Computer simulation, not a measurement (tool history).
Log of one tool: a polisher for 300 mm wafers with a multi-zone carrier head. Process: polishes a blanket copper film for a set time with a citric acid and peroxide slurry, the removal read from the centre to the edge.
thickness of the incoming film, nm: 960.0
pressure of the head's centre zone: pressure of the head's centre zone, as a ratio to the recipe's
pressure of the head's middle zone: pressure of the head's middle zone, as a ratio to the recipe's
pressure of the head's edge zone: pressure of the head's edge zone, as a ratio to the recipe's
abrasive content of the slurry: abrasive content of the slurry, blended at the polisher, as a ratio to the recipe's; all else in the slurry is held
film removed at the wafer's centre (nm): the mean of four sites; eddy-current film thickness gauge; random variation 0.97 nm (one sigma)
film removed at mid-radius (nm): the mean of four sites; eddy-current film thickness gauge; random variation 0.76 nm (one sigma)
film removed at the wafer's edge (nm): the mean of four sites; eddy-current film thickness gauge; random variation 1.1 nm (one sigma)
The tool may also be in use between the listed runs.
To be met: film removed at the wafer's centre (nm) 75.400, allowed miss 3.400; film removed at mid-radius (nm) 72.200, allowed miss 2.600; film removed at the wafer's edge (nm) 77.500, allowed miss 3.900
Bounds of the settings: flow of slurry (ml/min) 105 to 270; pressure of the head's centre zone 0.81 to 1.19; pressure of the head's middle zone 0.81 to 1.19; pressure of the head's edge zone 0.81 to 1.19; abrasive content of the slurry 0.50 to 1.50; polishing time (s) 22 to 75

run  hour  flow of slurry (ml/min)  pressure of the head's centre zone  pressure of the head's middle zone  pressure of the head's edge zone  abrasive content of the slurry  polishing time (s)  film removed at the wafer's centre (nm)  film removed at mid-radius (nm)  film removed at the wafer's edge (nm)
  1   0.0                      175                                1.00                                1.00                              1.00                            1.00                  48                                  117.580                          120.280                                112.080
  2   8.7                      175                                1.00                                1.00                              1.00                            0.90                  48                                  116.800                          112.340                                109.920
  3  13.2                      175                                1.00                                1.00                              0.93                            0.90                  48                                  116.400                          111.940                                107.750
  4  14.5                      170                                0.96                                1.00                              0.92                            0.75                  44                                   94.535                          101.680                                 93.060
  5  16.8                      160                                0.96                                0.94                              0.92                            0.65                  42                                   86.207                           86.730                                 83.293
  6  25.4                      160                                0.96                                0.94                              0.87                            0.65                  42                                   88.253                           86.312                                 83.180
  7  26.0                      150                                0.94                                0.90                              0.88                            0.65                  42                                   83.555                           81.198                                 81.893
  8  33.7                      140                                0.93                                0.88                              0.88                            0.65                  42                                   80.625                           80.549                                 81.945
  9  39.8                      135                                0.93                                0.86                              0.88                            0.60                  42                                   79.319                           76.117                                 77.663

4 next moves are on the table. One of them brings every result within its allowed miss. Which?
  A  45.9                      105                                1.04                                1.07                              0.83                            0.50                  46                                        ?                                ?                                      ?
  B  45.9                      145                                0.96                                0.85                              0.85                            0.60                  42                                        ?                                ?                                      ?
  C  45.9                      165                                0.96                                0.95                              0.92                            0.85                  36                                        ?                                ?                                      ?
  D  45.9                      130                                0.92                                0.86                              0.91                            0.60                  41                                        ?                                ?                                      ?

move  film removed at the wafer's centre (nm)  film removed at mid-radius (nm)  film removed at the wafer's edge (nm)
   A                                   86.831                           87.588                                 76.023
   B                                   84.686                           75.563                                 78.264
   C                                   81.614                           79.529                                 76.693
   D                                   76.867                           72.541                                 76.901
A: further off than the last run
B: further off than the last run
C: further off than the last run
D: meets every target
Answer: D
